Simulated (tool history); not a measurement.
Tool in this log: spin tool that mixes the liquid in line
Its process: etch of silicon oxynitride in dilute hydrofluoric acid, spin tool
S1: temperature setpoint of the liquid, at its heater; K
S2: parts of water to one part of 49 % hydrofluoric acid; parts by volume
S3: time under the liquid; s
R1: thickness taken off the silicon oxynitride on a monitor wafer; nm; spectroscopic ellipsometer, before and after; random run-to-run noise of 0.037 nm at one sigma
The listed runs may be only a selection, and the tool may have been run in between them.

run 1 hour=0 | S1=293.15 S2=45 S3=165 | R1=16.117
run 2 hour=8.5 | S1=290.15 S2=45 S3=165 | R1=13.749
run 3 hour=13.1 | S1=290.15 S2=50 S3=165 | R1=12.405
run 4 hour=15.2 | S1=290.15 S2=50 S3=180 | R1=13.451
run 5 hour=22.4 | S1=290.15 S2=55 S3=180 | R1=12.134
run 6 hour=28.9 | S1=290.15 S2=55 S3=180 | R1=12.212

Forecast run 7:
run 7 hour=29.8 | S1=290.15 S2=60 S3=180 | R1=?

Run 7 measured R1 11.076 nm.
